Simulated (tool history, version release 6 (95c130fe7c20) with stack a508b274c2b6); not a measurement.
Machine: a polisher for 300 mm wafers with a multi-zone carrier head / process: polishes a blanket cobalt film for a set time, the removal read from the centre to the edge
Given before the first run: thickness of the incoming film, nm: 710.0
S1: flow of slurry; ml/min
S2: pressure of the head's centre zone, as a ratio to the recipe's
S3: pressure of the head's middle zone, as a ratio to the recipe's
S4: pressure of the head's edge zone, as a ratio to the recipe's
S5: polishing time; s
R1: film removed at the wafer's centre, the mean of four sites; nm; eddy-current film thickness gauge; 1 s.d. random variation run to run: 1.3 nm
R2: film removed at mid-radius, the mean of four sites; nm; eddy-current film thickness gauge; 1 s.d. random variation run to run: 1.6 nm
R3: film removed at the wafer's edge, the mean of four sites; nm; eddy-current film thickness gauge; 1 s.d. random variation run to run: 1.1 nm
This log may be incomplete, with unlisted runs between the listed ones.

{"run": 1, "hour": 0.0, "S1": 225, "S2": 1.0, "S3": 1.0, "S4": 1.0, "S5": 53, "R1": 224.3, "R2": 218.16, "R3": 220.95}
{"run": 2, "hour": 3.7, "S1": 180, "S2": 1.0, "S3": 1.0, "S4": 1.0, "S5": 53, "R1": 224.31, "R2": 216.27, "R3": 217.54}
{"run": 3, "hour": 6.8, "S1": 180, "S2": 0.97, "S3": 1.0, "S4": 0.98, "S5": 51, "R1": 209.1, "R2": 204.93, "R3": 207.47}
{"run": 4, "hour": 13.7, "S1": 180, "S2": 0.93, "S3": 1.0, "S4": 0.98, "S5": 51, "R1": 200.21, "R2": 208.14, "R3": 209.17}
{"hour": 18.7, "done": "centre zone pressure recalibrated"}
{"run": 5, "hour": 18.7, "S1": 180, "S2": 0.91, "S3": 1.0, "S4": 0.96, "S5": 49, "R1": 186.24, "R2": 200.82, "R3": 199.54}
{"run": 6, "hour": 24.0, "S1": 180, "S2": 0.91, "S3": 1.0, "S4": 1.01, "S5": 49, "R1": 184.7, "R2": 197.53, "R3": 201.9}
{"run": 7, "hour": 32.3, "S1": 170, "S2": 0.85, "S3": 1.01, "S4": 0.91, "S5": 37, "R1": 132.4, "R2": 151.44, "R3": 147.68}

Run 8 is up next; what results do you expect?
{"run": 8, "hour": 34.2, "S1": 180, "S2": 0.86, "S3": 1.02, "S4": 0.92, "S5": 37, "R1": "?", "R2": "?", "R3": "?"}

Run 8 produced R1 134.77 nm, R2 152.81 nm, R3 149.87 nm.

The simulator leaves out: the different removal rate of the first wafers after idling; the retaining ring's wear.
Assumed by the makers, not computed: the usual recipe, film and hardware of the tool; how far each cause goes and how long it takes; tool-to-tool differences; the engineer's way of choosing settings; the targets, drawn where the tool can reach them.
